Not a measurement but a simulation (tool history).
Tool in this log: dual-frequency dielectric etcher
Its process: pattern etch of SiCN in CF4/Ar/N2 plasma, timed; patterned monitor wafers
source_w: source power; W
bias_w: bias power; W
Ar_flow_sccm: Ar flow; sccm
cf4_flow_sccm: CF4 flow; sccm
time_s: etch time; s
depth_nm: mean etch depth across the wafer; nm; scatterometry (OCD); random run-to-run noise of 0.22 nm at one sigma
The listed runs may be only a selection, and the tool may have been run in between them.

run 1 hour=0 | source_w=500 bias_w=65 Ar_flow_sccm=125 cf4_flow_sccm=63 time_s=48.5 | depth_nm=39.8
run 2 hour=7.8 | source_w=500 bias_w=65 Ar_flow_sccm=110 cf4_flow_sccm=63 time_s=48.5 | depth_nm=40.709
run 3 hour=14.5 | source_w=500 bias_w=65 Ar_flow_sccm=110 cf4_flow_sccm=69 time_s=48.5 | depth_nm=40.624
run 4 hour=16.7 | source_w=520 bias_w=65 Ar_flow_sccm=110 cf4_flow_sccm=69 time_s=48.5 | depth_nm=42.06
run 5 hour=24 | source_w=560 bias_w=65 Ar_flow_sccm=110 cf4_flow_sccm=69 time_s=48.5 | depth_nm=43.931
run 6 hour=25.8 | source_w=570 bias_w=65 Ar_flow_sccm=110 cf4_flow_sccm=69 time_s=48.5 | depth_nm=44.616

Expected results for the next run?
run 7 hour=32.2 | source_w=580 bias_w=65 Ar_flow_sccm=110 cf4_flow_sccm=69 time_s=48.5 | depth_nm=?

depth_nm: 45.36 nm
